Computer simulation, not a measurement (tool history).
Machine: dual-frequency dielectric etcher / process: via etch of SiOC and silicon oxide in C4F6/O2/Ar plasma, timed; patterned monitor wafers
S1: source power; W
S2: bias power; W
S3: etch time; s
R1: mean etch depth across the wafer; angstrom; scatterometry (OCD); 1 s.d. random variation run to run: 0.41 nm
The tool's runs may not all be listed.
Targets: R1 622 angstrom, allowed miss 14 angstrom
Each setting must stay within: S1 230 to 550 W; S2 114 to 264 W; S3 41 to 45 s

run  hour   S1   S2  S3      R1
  1     0  390  189  45  554.46
  2   5.3  400  191  45  555.26
  3   6.8  430  191  45  569.62
  4   9.9  430  191  41  521.61
  5  14.3  430  222  41  551.21
  6  21.9  430  222  45  591.39
  7    27  440  224  45  602.11
  8  33.4  440  225  45  602.85
  9  39.1  440  226  45  606.46
 10  42.4  440  227  45  605.17
 11  48.6  440  228  45  600.02
 12  55.7  440  228  45  603.17
 13  56.4  440  229  45  602.28

5 next moves are on the table. One of them brings every result within its allowed miss. Which?
  A  57.1  440  195    44   ?
  B  57.1  440  221  44.5   ?
  C  57.1  470  245    44   ?
  D  57.1  400  231    45   ?
  E  57.1  430  218    44   ?

move      R1
   A   568.4
   B  590.68
   C  613.75
   D  580.93
   E  576.97
A: its largest miss is bigger than the last run's
B: its largest miss is bigger than the last run's
C: each result inside its tolerance
D: its largest miss is bigger than the last run's
E: its largest miss is bigger than the last run's
Go with C: it meets all targets.
